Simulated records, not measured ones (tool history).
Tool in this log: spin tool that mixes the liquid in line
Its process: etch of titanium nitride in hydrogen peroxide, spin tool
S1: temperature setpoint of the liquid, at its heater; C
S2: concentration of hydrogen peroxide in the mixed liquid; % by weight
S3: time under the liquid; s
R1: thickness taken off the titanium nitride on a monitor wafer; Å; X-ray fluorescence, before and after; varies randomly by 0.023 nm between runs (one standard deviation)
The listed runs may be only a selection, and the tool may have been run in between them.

run	day	S1	S2	S3	R1
1	0.000	48.0	18.5	280	96.778
2	0.208	46.0	18.5	280	82.958
3	0.325	44.0	18.5	280	71.070
4	0.446	42.5	18.5	280	65.073
5	0.812	39.5	18.5	280	50.976
6	1.154	38.5	18.5	280	47.483
7	1.212	38.0	18.5	280	45.747
# day 1.362: thermometer replaced
8	1.362	37.5	18.5	280	39.958

For run 9, what comes out?
9	1.458	37.0	18.5	280	?

R1: 38.813 Å
